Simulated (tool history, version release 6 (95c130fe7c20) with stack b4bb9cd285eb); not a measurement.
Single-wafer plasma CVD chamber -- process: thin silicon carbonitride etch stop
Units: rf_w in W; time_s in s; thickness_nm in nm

Run 1, hour 0.0: rf_w 225 W, time_s 26.5 s. Result: thickness_nm 16.236 nm.
Run 2, hour 1.6: rf_w 215 W, time_s 26.5 s. Result: thickness_nm 15.835 nm.
Run 3, hour 8.2: rf_w 210 W, time_s 26.0 s. Result: thickness_nm 15.430 nm.
Run 4, hour 14.1: rf_w 210 W, time_s 24.6 s. Result: thickness_nm 14.683 nm.
Run 5, hour 19.8: rf_w 225 W, time_s 24.6 s. Result: thickness_nm 14.954 nm.
Run 6, hour 23.2: rf_w 225 W, time_s 27.0 s. Result: thickness_nm 16.470 nm.

Run 7 is up next; what results do you expect?
Run 7, hour 28.1: rf_w 220 W, time_s 26.3 s. Result: thickness_nm ?.

Logged for run 7: thickness_nm 15.960 nm.
